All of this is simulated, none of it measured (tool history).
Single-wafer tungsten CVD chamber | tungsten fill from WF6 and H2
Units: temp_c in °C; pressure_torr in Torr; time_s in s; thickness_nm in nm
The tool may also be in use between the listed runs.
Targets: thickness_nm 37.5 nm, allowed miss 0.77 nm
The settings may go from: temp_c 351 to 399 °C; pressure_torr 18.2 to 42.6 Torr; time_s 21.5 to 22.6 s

Run 1, hour 0: temp_c 375 °C, pressure_torr 30.4 Torr, time_s 22.6 s. Result: thickness_nm 41.175 nm.
Run 2, hour 4.7: temp_c 374 °C, pressure_torr 30.4 Torr, time_s 22.6 s. Result: thickness_nm 40.75 nm.
Run 3, hour 8.7: temp_c 373 °C, pressure_torr 30.4 Torr, time_s 22.6 s. Result: thickness_nm 39.655 nm.
Run 4, hour 17: temp_c 372 °C, pressure_torr 30.4 Torr, time_s 22.6 s. Result: thickness_nm 38.827 nm.
Run 5, hour 23.3: temp_c 379 °C, pressure_torr 30.4 Torr, time_s 22.6 s. Result: thickness_nm 44.083 nm.
Run 6, hour 27.6: temp_c 383 °C, pressure_torr 30.4 Torr, time_s 22.6 s. Result: thickness_nm 47.787 nm.
Run 7, hour 32: temp_c 380 °C, pressure_torr 30.3 Torr, time_s 22.6 s. Result: thickness_nm 44.858 nm.
Run 8, hour 39.4: temp_c 378 °C, pressure_torr 30.2 Torr, time_s 22.6 s. Result: thickness_nm 43.832 nm.
Run 9, hour 46.8: temp_c 376 °C, pressure_torr 30.1 Torr, time_s 22.6 s. Result: thickness_nm 41.823 nm.
Run 10, hour 53: temp_c 375 °C, pressure_torr 30.1 Torr, time_s 22.6 s. Result: thickness_nm 41.389 nm.
Run 11, hour 54.1: temp_c 374 °C, pressure_torr 30.1 Torr, time_s 22.6 s. Result: thickness_nm 40.429 nm.
Run 12, hour 63.1: temp_c 373 °C, pressure_torr 30.1 Torr, time_s 22.6 s. Result: thickness_nm 39.404 nm.

Which of these 5 next moves meets every target?
Run A, hour 72.1: temp_c 373 °C, pressure_torr 26.9 Torr, time_s 21.6 s. Result: thickness_nm ?.
Run B, hour 72.1: temp_c 374 °C, pressure_torr 29.6 Torr, time_s 21.5 s. Result: thickness_nm ?.
Run C, hour 72.1: temp_c 369 °C, pressure_torr 35.4 Torr, time_s 22.6 s. Result: thickness_nm ?.
Run D, hour 72.1: temp_c 376 °C, pressure_torr 28.3 Torr, time_s 22.6 s. Result: thickness_nm ?.
Run E, hour 72.1: temp_c 375 °C, pressure_torr 29.9 Torr, time_s 21.8 s. Result: thickness_nm ?.

move  thickness_nm
   A        35.939
   B        38.129
   C        39.678
   D        40.734
   E        39.579
A: takes the result that was furthest off past its target
B: meets every target
C: further off than the last run
D: further off than the last run
E: further off than the last run
Answer: B
